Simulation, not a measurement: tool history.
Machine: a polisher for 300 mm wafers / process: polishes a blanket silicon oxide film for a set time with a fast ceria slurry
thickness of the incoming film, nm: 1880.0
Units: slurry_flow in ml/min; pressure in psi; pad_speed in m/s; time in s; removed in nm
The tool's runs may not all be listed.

{"run": 1, "hour": 0.0, "slurry_flow": 290, "pressure": 2.1, "pad_speed": 0.96, "time": 25, "removed": 317.23}
{"run": 2, "hour": 3.2, "slurry_flow": 290, "pressure": 2.3, "pad_speed": 0.98, "time": 25, "removed": 344.23}
{"run": 3, "hour": 6.4, "slurry_flow": 290, "pressure": 2.3, "pad_speed": 0.98, "time": 25, "removed": 344.25}
{"run": 4, "hour": 9.0, "slurry_flow": 290, "pressure": 2.5, "pad_speed": 1.02, "time": 25, "removed": 378.37}
{"run": 5, "hour": 16.7, "slurry_flow": 290, "pressure": 2.5, "pad_speed": 1.02, "time": 22, "removed": 344.63}
{"run": 6, "hour": 21.5, "slurry_flow": 290, "pressure": 2.6, "pad_speed": 1.1, "time": 22, "removed": 374.89}
{"run": 7, "hour": 29.9, "slurry_flow": 290, "pressure": 2.7, "pad_speed": 1.18, "time": 22, "removed": 420.29}
{"run": 8, "hour": 36.3, "slurry_flow": 290, "pressure": 2.8, "pad_speed": 1.24, "time": 22, "removed": 446.12}
{"run": 9, "hour": 44.3, "slurry_flow": 290, "pressure": 2.9, "pad_speed": 1.28, "time": 22, "removed": 479.63}
{"run": 10, "hour": 51.5, "slurry_flow": 290, "pressure": 2.9, "pad_speed": 1.28, "time": 22, "removed": 474.92}
{"run": 11, "hour": 58.1, "slurry_flow": 290, "pressure": 3, "pad_speed": 1.32, "time": 22, "removed": 494.72}
{"run": 12, "hour": 64.8, "slurry_flow": 290, "pressure": 3, "pad_speed": 1.36, "time": 22, "removed": 516.98}

Expected results for the next run?
{"run": 13, "hour": 70.5, "slurry_flow": 290, "pressure": 3.2, "pad_speed": 1.42, "time": 22, "removed": "?"}

removed: 582.58 nm
